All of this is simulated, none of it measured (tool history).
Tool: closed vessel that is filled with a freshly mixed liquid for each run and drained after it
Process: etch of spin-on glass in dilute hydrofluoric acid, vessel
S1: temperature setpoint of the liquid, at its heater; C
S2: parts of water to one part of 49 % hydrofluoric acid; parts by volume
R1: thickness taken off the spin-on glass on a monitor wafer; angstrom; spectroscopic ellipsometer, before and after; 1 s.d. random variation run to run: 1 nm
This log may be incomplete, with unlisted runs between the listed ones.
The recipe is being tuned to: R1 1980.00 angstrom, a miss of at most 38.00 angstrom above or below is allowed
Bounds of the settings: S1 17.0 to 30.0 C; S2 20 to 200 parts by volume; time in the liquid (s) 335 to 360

{"run": 1, "hour": 0.0, "S1": 22.0, "S2": 110, "time in the liquid (s)": 335, "R1": 785.89}
{"run": 2, "hour": 4.7, "S1": 24.5, "S2": 90, "time in the liquid (s)": 335, "R1": 1081.1}
{"run": 3, "hour": 8.8, "S1": 26.5, "S2": 90, "time in the liquid (s)": 335, "R1": 1180.4}
{"run": 4, "hour": 13.2, "S1": 26.5, "S2": 110, "time in the liquid (s)": 335, "R1": 932.64}
{"run": 5, "hour": 19.0, "S1": 26.5, "S2": 125, "time in the liquid (s)": 335, "R1": 808.59}
{"run": 6, "hour": 24.0, "S1": 26.5, "S2": 125, "time in the liquid (s)": 360, "R1": 866.18}
{"run": 7, "hour": 26.0, "S1": 27.5, "S2": 105, "time in the liquid (s)": 360, "R1": 1095.7}
{"run": 8, "hour": 28.2, "S1": 28.0, "S2": 90, "time in the liquid (s)": 360, "R1": 1324.3}
{"run": 9, "hour": 34.0, "S1": 28.5, "S2": 80, "time in the liquid (s)": 360, "R1": 1568.0}
{"run": 10, "hour": 34.9, "S1": 30.0, "S2": 65, "time in the liquid (s)": 360, "R1": 2083.0}

Of the 4 settings listed for the next run, only one would bring every result within its allowed miss of target. Which one?
{"run": "A", "hour": 35.8, "S1": 29.0, "S2": 65, "time in the liquid (s)": 360, "R1": "?"}
{"run": "B", "hour": 35.8, "S1": 30.0, "S2": 60, "time in the liquid (s)": 360, "R1": "?"}
{"run": "C", "hour": 35.8, "S1": 29.5, "S2": 65, "time in the liquid (s)": 360, "R1": "?"}
{"run": "D", "hour": 35.8, "S1": 29.5, "S2": 60, "time in the liquid (s)": 335, "R1": "?"}

move=A R1=1989.30
move=B R1=2257.30
move=C R1=2028.40
move=D R1=2060.10
A: all results in spec
B: the biggest miss grows against the last run
C: closer than the last run, but not yet in spec
D: closer than the last run, but not yet in spec
Go with A: it meets all targets.

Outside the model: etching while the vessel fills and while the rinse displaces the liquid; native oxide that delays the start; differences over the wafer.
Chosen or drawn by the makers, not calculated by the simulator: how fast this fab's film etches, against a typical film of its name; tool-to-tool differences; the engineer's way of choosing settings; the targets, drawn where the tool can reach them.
